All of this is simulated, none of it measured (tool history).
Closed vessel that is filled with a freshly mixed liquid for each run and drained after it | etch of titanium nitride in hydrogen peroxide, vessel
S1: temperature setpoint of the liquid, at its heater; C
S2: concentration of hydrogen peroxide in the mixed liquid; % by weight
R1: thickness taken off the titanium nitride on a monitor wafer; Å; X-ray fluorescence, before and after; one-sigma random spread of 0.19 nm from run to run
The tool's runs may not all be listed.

{"run": 1, "day": 0.0, "S1": 51, "S2": 18.5, "time in the liquid (s)": 490, "R1": 167.4}
{"run": 2, "day": 0.129, "S1": 51, "S2": 18.5, "time in the liquid (s)": 385, "R1": 131.28}
{"run": 3, "day": 0.262, "S1": 51, "S2": 18.5, "time in the liquid (s)": 385, "R1": 132.16}
{"run": 4, "day": 0.533, "S1": 54.5, "S2": 19, "time in the liquid (s)": 390, "R1": 172.47}
{"run": 5, "day": 0.846, "S1": 57, "S2": 20, "time in the liquid (s)": 400, "R1": 212.21}
{"run": 6, "day": 1.192, "S1": 57, "S2": 20, "time in the liquid (s)": 385, "R1": 203.94}
{"run": 7, "day": 1.229, "S1": 59, "S2": 20.5, "time in the liquid (s)": 395, "R1": 242.48}
{"run": 8, "day": 1.312, "S1": 60.5, "S2": 21, "time in the liquid (s)": 400, "R1": 274.27}
{"run": 9, "day": 1.338, "S1": 60.5, "S2": 21, "time in the liquid (s)": 400, "R1": 270.45}
{"run": 10, "day": 1.517, "S1": 62, "S2": 21.5, "time in the liquid (s)": 405, "R1": 306.99}
{"run": 11, "day": 1.646, "S1": 63, "S2": 21.5, "time in the liquid (s)": 405, "R1": 328.55}
{"run": 12, "day": 1.792, "S1": 63.5, "S2": 21.5, "time in the liquid (s)": 405, "R1": 338.56}
{"run": 13, "day": 1.833, "S1": 64, "S2": 21.5, "time in the liquid (s)": 405, "R1": 350.59}

Run 14 is up next; what results do you expect?
{"run": 14, "day": 2.058, "S1": 64.5, "S2": 21.5, "time in the liquid (s)": 405, "R1": "?"}

{"run 14": {"R1": 362.85}}
